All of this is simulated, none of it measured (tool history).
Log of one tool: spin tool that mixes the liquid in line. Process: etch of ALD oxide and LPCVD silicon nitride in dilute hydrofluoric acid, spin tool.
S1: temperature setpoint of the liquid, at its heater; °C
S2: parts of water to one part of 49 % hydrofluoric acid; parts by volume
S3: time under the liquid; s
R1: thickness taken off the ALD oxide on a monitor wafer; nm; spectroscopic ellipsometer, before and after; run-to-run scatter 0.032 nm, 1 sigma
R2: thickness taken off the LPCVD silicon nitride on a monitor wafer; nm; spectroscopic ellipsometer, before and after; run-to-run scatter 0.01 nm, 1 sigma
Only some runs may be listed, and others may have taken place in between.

run	hour	S1	S2	S3	R1	R2
1	0	25	90	60	9.3422	0.41368
2	7.8	23	105	60	7.2775	0.32093
3	9.3	21.5	115	60	6.1593	0.24093
4	16.6	21	125	60	5.5232	0.2446
5	17.3	20	130	60	5.1013	0.18627
6	23.1	23	130	60	5.7304	0.26975
7	23.6	22	135	60	5.2236	0.24448

Run 8 comes next. What will it give?
8	25.9	21	140	60	?	?

Run 8 produced R1 4.846 nm, R2 0.22507 nm.

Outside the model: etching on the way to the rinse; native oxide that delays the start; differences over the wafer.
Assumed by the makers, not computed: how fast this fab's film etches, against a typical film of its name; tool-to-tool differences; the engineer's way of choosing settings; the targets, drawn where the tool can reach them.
